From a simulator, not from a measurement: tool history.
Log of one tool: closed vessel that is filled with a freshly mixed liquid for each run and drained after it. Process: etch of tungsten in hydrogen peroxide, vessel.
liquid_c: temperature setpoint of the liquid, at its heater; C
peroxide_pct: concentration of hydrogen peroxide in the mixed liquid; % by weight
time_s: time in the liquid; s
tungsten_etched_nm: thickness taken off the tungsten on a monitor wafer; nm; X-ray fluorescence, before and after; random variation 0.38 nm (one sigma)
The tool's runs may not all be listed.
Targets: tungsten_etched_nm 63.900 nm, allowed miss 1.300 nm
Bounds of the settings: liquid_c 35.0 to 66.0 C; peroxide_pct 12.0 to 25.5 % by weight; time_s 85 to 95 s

run	hour	liquid_c	peroxide_pct	time_s	tungsten_etched_nm
1	0.0	51.0	17.5	85	107.900
2	2.8	49.0	17.5	85	95.390
3	8.4	47.5	17.5	85	86.586
4	16.0	47.5	17.5	95	96.744
5	18.5	47.5	19.0	95	101.350
6	23.1	45.5	19.0	95	88.581
# hour 31.5: peroxide flow meter replaced
7	31.5	44.5	19.0	95	87.288
8	35.7	43.0	19.0	95	79.421
9	40.5	42.0	19.0	95	74.155
10	41.4	39.0	19.0	95	62.045
11	45.6	39.0	19.0	95	61.828

Which of these 4 next moves meets every target?
A	49.8	39.5	19.0	95	?
B	49.8	39.0	20.0	90	?
C	49.8	39.5	17.0	95	?
D	49.8	40.5	15.5	95	?

move	tungsten_etched_nm
A	64.121
B	60.320
C	60.653
D	61.810
A: meets every target
B: further off than the last run
C: further off than the last run
D: as far off as the last run
Answer: A
